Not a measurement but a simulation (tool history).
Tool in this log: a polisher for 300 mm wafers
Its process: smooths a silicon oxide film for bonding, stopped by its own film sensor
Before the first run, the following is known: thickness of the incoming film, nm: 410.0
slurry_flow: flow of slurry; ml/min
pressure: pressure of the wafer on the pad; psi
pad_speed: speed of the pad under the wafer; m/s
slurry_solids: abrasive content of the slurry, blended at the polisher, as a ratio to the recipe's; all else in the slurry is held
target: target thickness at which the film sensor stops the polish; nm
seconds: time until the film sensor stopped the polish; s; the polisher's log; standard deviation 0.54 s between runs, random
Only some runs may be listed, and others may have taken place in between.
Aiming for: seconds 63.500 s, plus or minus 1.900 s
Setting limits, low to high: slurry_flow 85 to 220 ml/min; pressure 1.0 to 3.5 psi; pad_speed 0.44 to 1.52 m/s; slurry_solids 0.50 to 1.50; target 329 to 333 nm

run  hour  slurry_flow  pressure  pad_speed  slurry_solids  target  seconds
  1   0.0          140       2.2       0.98           1.00     333   87.013
  2   0.8          145       2.3       0.98           1.00     333   83.646
  3   3.6          145       2.3       1.22           1.00     333   72.757
  4   6.9          150       2.3       1.22           1.00     333   71.491
  5   9.7          150       2.3       1.22           1.20     333   64.745
  6  17.5          130       2.3       1.22           1.20     333   67.222
  7  20.7          135       2.3       1.22           1.20     333   65.938
  8  23.0          140       2.3       1.22           1.20     333   66.678
  9  25.7          145       2.3       1.22           1.20     333   65.517
 10  30.0          150       2.3       1.22           1.20     333   65.511

Next run, 4 choices. One meets every target within its allowed miss, the rest don't. Which?
  A  34.3          125       2.7       1.10           1.15     329        ?
  B  34.3          150       2.3       1.20           1.20     330        ?
  C  34.3          175       2.2       1.38           1.20     329        ?
  D  34.3          145       2.2       1.24           1.40     329        ?

move  seconds
   A   68.830
   B   69.312
   C   64.472
   D   66.850
A: further off than the last run
B: further off than the last run
C: every result lands within tolerance
D: further off than the last run
So the answer is move C, the one that meets all the targets.
